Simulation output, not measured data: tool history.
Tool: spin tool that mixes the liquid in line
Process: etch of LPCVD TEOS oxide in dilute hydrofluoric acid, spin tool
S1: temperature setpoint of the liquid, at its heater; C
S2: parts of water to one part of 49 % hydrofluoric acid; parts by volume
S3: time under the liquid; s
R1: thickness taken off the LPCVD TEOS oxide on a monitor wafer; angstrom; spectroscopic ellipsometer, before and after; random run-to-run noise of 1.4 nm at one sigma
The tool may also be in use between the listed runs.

run  hour    S1   S2   S3      R1
  1     0    25  140  200  587.51
  2   5.4    26  140  200  610.94
  3   7.3    26  140  200  610.18
  4  15.4  27.5  120  200  775.01
  5  17.7    30  120  200  847.16
  6  19.3  30.5  105  200  1011.7

Predict the results of run 7:
  7  23.6  31  95  200   ?

{"run 7": {"R1": 1160.6}}
